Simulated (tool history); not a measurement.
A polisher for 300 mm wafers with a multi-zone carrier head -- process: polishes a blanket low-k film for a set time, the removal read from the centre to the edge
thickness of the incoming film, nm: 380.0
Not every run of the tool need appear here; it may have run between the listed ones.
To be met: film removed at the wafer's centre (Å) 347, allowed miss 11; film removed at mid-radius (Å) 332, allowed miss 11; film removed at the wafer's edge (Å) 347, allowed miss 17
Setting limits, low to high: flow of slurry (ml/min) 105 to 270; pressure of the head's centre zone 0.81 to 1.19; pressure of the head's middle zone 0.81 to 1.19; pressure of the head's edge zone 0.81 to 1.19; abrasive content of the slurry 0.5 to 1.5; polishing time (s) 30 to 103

| run | hour | flow of slurry (ml/min) | pressure of the head's centre zone | pressure of the head's middle zone | pressure of the head's edge zone | abrasive content of the slurry | polishing time (s) | film removed at the wafer's centre (Å) | film removed at mid-radius (Å) | film removed at the wafer's edge (Å) |
|---|---|---|---|---|---|---|---|---|---|---|
| 1 | 0 | 175 | 1 | 1 | 1 | 1 | 66 | 235.82 | 232.14 | 236.55 |
| 2 | 4.9 | 175 | 1 | 1.03 | 1 | 1 | 66 | 233.9 | 235.8 | 233.19 |
| 3 | 7.2 | 185 | 1.02 | 1.03 | 1.04 | 1.15 | 68 | 265.27 | 270.18 | 272.08 |
| 4 | 15.7 | 185 | 1.02 | 1.06 | 1.04 | 1.15 | 68 | 270.45 | 273.55 | 264 |
| 5 | 18.8 | 160 | 1.02 | 1.06 | 1.04 | 1.15 | 68 | 259.96 | 263.84 | 261.81 |
| 6 | 23 | 160 | 1.02 | 1.06 | 1.04 | 1.15 | 62 | 238.57 | 240.67 | 244.39 |
| 7 | 25 | 210 | 1.1 | 1.09 | 1.14 | 1.4 | 70 | 337.01 | 322.51 | 329.14 |
| 8 | 25.7 | 215 | 1.1 | 1.09 | 1.15 | 1.4 | 70 | 336.65 | 327.39 | 324.03 |
| 9 | 28.3 | 215 | 1.1 | 1.09 | 1.15 | 1.4 | 70 | 339.76 | 327.29 | 332.22 |

4 next moves are on the table. One of them brings every result within its allowed miss. Which?
| A | 30.9 | 250 | 0.98 | 1.02 | 1.12 | 1.3 | 75 | ? | ? | ? |
| B | 30.9 | 190 | 1.08 | 1.05 | 1.15 | 1.5 | 72 | ? | ? | ? |
| C | 30.9 | 230 | 1.13 | 1.11 | 1.11 | 1.4 | 69 | ? | ? | ? |
| D | 30.9 | 165 | 1.02 | 1.11 | 1.14 | 1.35 | 78 | ? | ? | ? |

| move | film removed at the wafer's centre (Å) | film removed at mid-radius (Å) | film removed at the wafer's edge (Å) |
|---|---|---|---|
| A | 322.62 | 322.39 | 339.35 |
| B | 346.59 | 324.78 | 342.07 |
| C | 347.28 | 324.81 | 318.89 |
| D | 330.41 | 342.45 | 345.45 |
A: brings the result that was furthest off to its target, and leaves another outside
B: hits every target within its allowed miss
C: moves away from the targets compared with the last run
D: brings the result that was furthest off to its target, and leaves another outside
The right move is B.
